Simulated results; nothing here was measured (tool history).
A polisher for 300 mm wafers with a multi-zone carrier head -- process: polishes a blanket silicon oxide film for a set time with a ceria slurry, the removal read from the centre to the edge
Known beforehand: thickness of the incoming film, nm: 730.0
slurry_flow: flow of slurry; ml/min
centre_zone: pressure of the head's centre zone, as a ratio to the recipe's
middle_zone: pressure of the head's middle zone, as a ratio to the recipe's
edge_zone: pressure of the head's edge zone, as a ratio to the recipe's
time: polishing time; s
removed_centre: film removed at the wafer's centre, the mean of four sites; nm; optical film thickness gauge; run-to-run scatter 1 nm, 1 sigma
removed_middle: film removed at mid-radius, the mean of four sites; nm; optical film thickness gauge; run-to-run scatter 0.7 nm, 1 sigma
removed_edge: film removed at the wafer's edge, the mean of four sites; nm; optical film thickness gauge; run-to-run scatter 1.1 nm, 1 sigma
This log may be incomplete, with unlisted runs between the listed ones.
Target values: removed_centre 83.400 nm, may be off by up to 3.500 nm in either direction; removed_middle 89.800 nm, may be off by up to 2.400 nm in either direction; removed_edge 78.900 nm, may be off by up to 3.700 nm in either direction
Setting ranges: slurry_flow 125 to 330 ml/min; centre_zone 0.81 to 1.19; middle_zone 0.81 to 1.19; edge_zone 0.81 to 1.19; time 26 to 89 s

{"run": 1, "hour": 0.0, "slurry_flow": 210, "centre_zone": 1.0, "middle_zone": 1.0, "edge_zone": 1.0, "time": 57, "removed_centre": 154.06, "removed_middle": 150.31, "removed_edge": 150.36}
{"run": 2, "hour": 8.0, "slurry_flow": 210, "centre_zone": 1.0, "middle_zone": 0.95, "edge_zone": 1.0, "time": 57, "removed_centre": 150.16, "removed_middle": 146.87, "removed_edge": 149.47}
{"run": 3, "hour": 10.6, "slurry_flow": 240, "centre_zone": 1.0, "middle_zone": 0.95, "edge_zone": 1.0, "time": 57, "removed_centre": 153.59, "removed_middle": 145.82, "removed_edge": 154.47}
{"run": 4, "hour": 13.3, "slurry_flow": 210, "centre_zone": 0.98, "middle_zone": 0.95, "edge_zone": 0.95, "time": 49, "removed_centre": 128.94, "removed_middle": 123.92, "removed_edge": 126.95}
{"run": 5, "hour": 17.4, "slurry_flow": 185, "centre_zone": 0.96, "middle_zone": 0.98, "edge_zone": 0.91, "time": 43, "removed_centre": 107.96, "removed_middle": 110.27, "removed_edge": 109.28}
{"run": 6, "hour": 26.2, "slurry_flow": 185, "centre_zone": 0.96, "middle_zone": 0.94, "edge_zone": 0.91, "time": 43, "removed_centre": 107.83, "removed_middle": 105.46, "removed_edge": 109.68}
{"run": 7, "hour": 32.0, "slurry_flow": 205, "centre_zone": 0.97, "middle_zone": 1.04, "edge_zone": 0.81, "time": 27, "removed_centre": 70.234, "removed_middle": 72.393, "removed_edge": 65.238}
{"run": 8, "hour": 35.6, "slurry_flow": 210, "centre_zone": 0.99, "middle_zone": 1.07, "edge_zone": 0.86, "time": 28, "removed_centre": 72.816, "removed_middle": 76.78, "removed_edge": 68.445}
{"run": 9, "hour": 43.3, "slurry_flow": 210, "centre_zone": 1.01, "middle_zone": 1.09, "edge_zone": 0.9, "time": 29, "removed_centre": 77.8, "removed_middle": 79.765, "removed_edge": 71.415}
{"run": 10, "hour": 45.9, "slurry_flow": 210, "centre_zone": 1.01, "middle_zone": 1.11, "edge_zone": 0.93, "time": 30, "removed_centre": 80.693, "removed_middle": 85.053, "removed_edge": 76.588}
{"run": 11, "hour": 50.8, "slurry_flow": 210, "centre_zone": 1.01, "middle_zone": 1.11, "edge_zone": 0.93, "time": 30, "removed_centre": 81.492, "removed_middle": 83.971, "removed_edge": 76.844}
{"run": 12, "hour": 54.0, "slurry_flow": 215, "centre_zone": 1.01, "middle_zone": 1.13, "edge_zone": 0.94, "time": 30, "removed_centre": 82.157, "removed_middle": 84.384, "removed_edge": 77.129}

Below are 4 possible settings for the next run. Only one of them brings all results inside the allowed miss of their targets. Which is it?
{"run": "A", "hour": 57.2, "slurry_flow": 190, "centre_zone": 1.08, "middle_zone": 1.11, "edge_zone": 1.07, "time": 28, "removed_centre": "?", "removed_middle": "?", "removed_edge": "?"}
{"run": "B", "hour": 57.2, "slurry_flow": 155, "centre_zone": 1.08, "middle_zone": 0.94, "edge_zone": 1.05, "time": 31, "removed_centre": "?", "removed_middle": "?", "removed_edge": "?"}
{"run": "C", "hour": 57.2, "slurry_flow": 215, "centre_zone": 1.01, "middle_zone": 1.16, "edge_zone": 0.92, "time": 31, "removed_centre": "?", "removed_middle": "?", "removed_edge": "?"}
{"run": "D", "hour": 57.2, "slurry_flow": 210, "centre_zone": 0.98, "middle_zone": 1.05, "edge_zone": 0.95, "time": 30, "removed_centre": "?", "removed_middle": "?", "removed_edge": "?"}

move=A removed_centre=78.776 removed_middle=78.044 removed_edge=76.476
move=B removed_centre=85.125 removed_middle=76.097 removed_edge=82.749
move=C removed_centre=82.646 removed_middle=90.094 removed_edge=79.397
move=D removed_centre=77.347 removed_middle=81.490 removed_edge=77.953
A: misses by more than the last run did
B: misses by more than the last run did
C: meets every target
D: misses by more than the last run did
C is the move that brings every result within its allowed miss.
